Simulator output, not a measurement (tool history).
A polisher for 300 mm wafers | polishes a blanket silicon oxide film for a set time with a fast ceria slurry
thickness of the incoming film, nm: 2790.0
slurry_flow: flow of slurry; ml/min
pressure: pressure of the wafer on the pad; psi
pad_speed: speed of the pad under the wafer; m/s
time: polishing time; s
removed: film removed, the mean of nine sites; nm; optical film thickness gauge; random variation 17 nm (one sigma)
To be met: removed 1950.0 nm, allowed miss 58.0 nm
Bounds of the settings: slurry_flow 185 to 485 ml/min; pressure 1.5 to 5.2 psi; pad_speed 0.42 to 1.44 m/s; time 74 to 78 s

{"run": 1, "hour": 0.0, "slurry_flow": 310, "pressure": 3.3, "pad_speed": 0.92, "time": 74, "removed": 1154.8}
{"run": 2, "hour": 3.0, "slurry_flow": 310, "pressure": 2.7, "pad_speed": 0.92, "time": 74, "removed": 1020.5}
{"run": 3, "hour": 11.0, "slurry_flow": 310, "pressure": 3.0, "pad_speed": 0.92, "time": 74, "removed": 1106.1}
{"run": 4, "hour": 14.7, "slurry_flow": 310, "pressure": 3.3, "pad_speed": 0.92, "time": 74, "removed": 1172.3}
{"hour": 16.8, "done": "head pressure recalibrated"}
{"run": 5, "hour": 16.8, "slurry_flow": 310, "pressure": 3.5, "pad_speed": 0.92, "time": 74, "removed": 1176.2}
{"run": 6, "hour": 23.0, "slurry_flow": 310, "pressure": 4.3, "pad_speed": 0.92, "time": 74, "removed": 1353.0}
{"run": 7, "hour": 27.2, "slurry_flow": 310, "pressure": 4.4, "pad_speed": 0.94, "time": 74, "removed": 1396.2}
{"run": 8, "hour": 36.0, "slurry_flow": 310, "pressure": 4.5, "pad_speed": 0.96, "time": 74, "removed": 1457.9}
{"run": 9, "hour": 41.8, "slurry_flow": 310, "pressure": 4.6, "pad_speed": 0.98, "time": 74, "removed": 1496.9}
{"run": 10, "hour": 46.6, "slurry_flow": 310, "pressure": 4.7, "pad_speed": 1.0, "time": 74, "removed": 1558.1}
{"run": 11, "hour": 48.4, "slurry_flow": 310, "pressure": 4.8, "pad_speed": 1.02, "time": 74, "removed": 1597.6}

5 next moves are on the table. One of them brings every result within its allowed miss. Which?
{"run": "A", "hour": 50.2, "slurry_flow": 215, "pressure": 3.8, "pad_speed": 0.92, "time": 74, "removed": "?"}
{"run": "B", "hour": 50.2, "slurry_flow": 375, "pressure": 5.2, "pad_speed": 1.14, "time": 78, "removed": "?"}
{"run": "C", "hour": 50.2, "slurry_flow": 375, "pressure": 4.8, "pad_speed": 1.16, "time": 78, "removed": "?"}
{"run": "D", "hour": 50.2, "slurry_flow": 315, "pressure": 4.6, "pad_speed": 0.84, "time": 74, "removed": "?"}
{"run": "E", "hour": 50.2, "slurry_flow": 315, "pressure": 5.0, "pad_speed": 1.2, "time": 78, "removed": "?"}

move=A removed=1178.0
move=B removed=2032.2
move=C removed=1943.4
move=D removed=1302.9
move=E removed=2038.9
A: further off than the last run
B: takes the result that was furthest off past its target
C: meets every target
D: further off than the last run
E: takes the result that was furthest off past its target
The right move is C.

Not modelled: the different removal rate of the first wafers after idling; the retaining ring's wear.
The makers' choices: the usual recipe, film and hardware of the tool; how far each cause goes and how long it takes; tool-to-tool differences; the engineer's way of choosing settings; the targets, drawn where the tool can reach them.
